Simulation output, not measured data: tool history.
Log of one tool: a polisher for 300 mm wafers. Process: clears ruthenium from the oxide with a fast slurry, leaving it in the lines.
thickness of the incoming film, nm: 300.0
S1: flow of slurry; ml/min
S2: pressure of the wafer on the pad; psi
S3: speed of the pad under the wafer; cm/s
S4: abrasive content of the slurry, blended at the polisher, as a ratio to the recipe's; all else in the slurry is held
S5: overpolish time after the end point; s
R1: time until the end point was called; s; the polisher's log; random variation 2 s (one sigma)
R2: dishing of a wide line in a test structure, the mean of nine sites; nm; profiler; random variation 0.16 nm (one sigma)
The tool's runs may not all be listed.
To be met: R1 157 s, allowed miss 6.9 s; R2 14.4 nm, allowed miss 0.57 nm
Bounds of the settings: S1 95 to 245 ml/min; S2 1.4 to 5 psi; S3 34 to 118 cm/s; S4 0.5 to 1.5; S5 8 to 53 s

| run | hour | S1 | S2 | S3 | S4 | S5 | R1 | R2 |
|---|---|---|---|---|---|---|---|---|
| 1 | 0 | 155 | 3.2 | 76 | 1 | 27 | 86.375 | 22.286 |
| 2 | 7.3 | 155 | 2.7 | 74 | 1 | 22 | 97.854 | 20.623 |
| 3 | 10 | 155 | 2.7 | 74 | 1 | 11 | 101.22 | 15.397 |
| 4 | 17.9 | 155 | 2.7 | 66 | 1 | 11 | 105.92 | 14.795 |
| 5 | 20.4 | 155 | 2.7 | 54 | 1 | 11 | 121.43 | 13.437 |
| 6 | 23.9 | 150 | 2.5 | 54 | 1 | 12 | 128.45 | 13.397 |
| 7 | 27.4 | 145 | 2.3 | 54 | 0.95 | 13 | 142.3 | 13.301 |
| 8 | 32.5 | 140 | 2.2 | 54 | 0.95 | 14 | 147.77 | 13.867 |
| 9 | 35.3 | 135 | 2.2 | 54 | 0.95 | 14 | 152.22 | 13.78 |
| 10 | 40.2 | 125 | 2.1 | 54 | 0.95 | 23 | 156.2 | 17.165 |
| 11 | 48.4 | 135 | 2.1 | 52 | 0.95 | 22 | 155.42 | 17.305 |
| 12 | 49.4 | 95 | 2.1 | 64 | 0.7 | 9 | 171.35 | 9.2135 |
| 13 | 51.3 | 120 | 1.9 | 64 | 0.75 | 10 | 168.86 | 10.018 |
| 14 | 52.5 | 120 | 1.9 | 64 | 0.75 | 10 | 167.69 | 9.9204 |
| 15 | 56.6 | 120 | 1.9 | 64 | 0.8 | 11 | 164.3 | 10.966 |

Which of these 4 next moves meets every target?
| A | 60.7 | 105 | 1.9 | 78 | 0.9 | 17 | ? | ? |
| B | 60.7 | 115 | 1.9 | 66 | 0.8 | 19 | ? | ? |
| C | 60.7 | 135 | 1.9 | 54 | 1.05 | 16 | ? | ? |
| D | 60.7 | 130 | 1.8 | 64 | 0.75 | 17 | ? | ? |

| move | R1 | R2 |
|---|---|---|
| A | 136.65 | 16.502 |
| B | 160.41 | 16.074 |
| C | 156.23 | 14.795 |
| D | 171.06 | 14.531 |
A: takes the result that was furthest off past its target
B: takes the result that was furthest off past its target
C: meets every target
D: brings the result that was furthest off to its target, and leaves another outside
Answer: C

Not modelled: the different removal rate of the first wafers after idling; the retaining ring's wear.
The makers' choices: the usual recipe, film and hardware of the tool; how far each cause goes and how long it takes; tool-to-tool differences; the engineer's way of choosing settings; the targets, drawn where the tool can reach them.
